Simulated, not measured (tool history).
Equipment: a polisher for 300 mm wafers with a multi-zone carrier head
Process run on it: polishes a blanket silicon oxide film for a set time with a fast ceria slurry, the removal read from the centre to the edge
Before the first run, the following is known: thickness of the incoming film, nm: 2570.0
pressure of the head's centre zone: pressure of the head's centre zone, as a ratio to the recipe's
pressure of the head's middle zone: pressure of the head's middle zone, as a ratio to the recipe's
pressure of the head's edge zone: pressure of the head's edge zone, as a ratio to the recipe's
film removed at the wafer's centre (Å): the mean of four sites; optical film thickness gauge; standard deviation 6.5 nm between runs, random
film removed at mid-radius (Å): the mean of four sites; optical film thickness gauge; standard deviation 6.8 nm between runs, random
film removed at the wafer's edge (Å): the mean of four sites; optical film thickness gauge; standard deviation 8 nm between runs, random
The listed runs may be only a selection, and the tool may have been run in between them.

run,hour,flow of slurry (ml/min),pressure of the head's centre zone,pressure of the head's middle zone,pressure of the head's edge zone,polishing time (s),film removed at the wafer's centre (Å),film removed at mid-radius (Å),film removed at the wafer's edge (Å)
1,0,305,1,1,1,42,6817.1,6705.6,6521.4
2,7.6,305,0.98,0.99,0.97,41,6280.4,6714.2,6639.9
3,9.6,305,0.99,1.01,0.98,39,6325.2,6424.6,5969.6
4,11.9,305,0.99,1.01,0.98,31,4983.5,5025.8,4811.5
5,18.2,310,0.99,1.02,0.98,33,5294.5,5369.6,5103.3
# hour 23: worn pad replaced by a new one
6,23,310,0.99,1.02,0.98,42,7258.6,7585.1,7363.2
7,26.1,275,0.99,1.01,0.97,41,7171.3,7315.1,7021

Expected results for the next run?
8,31.8,275,0.99,1.01,0.97,41,?,?,?

film removed at the wafer's centre (Å): 7339.4
film removed at mid-radius (Å): 7382.8
film removed at the wafer's edge (Å): 7226.3
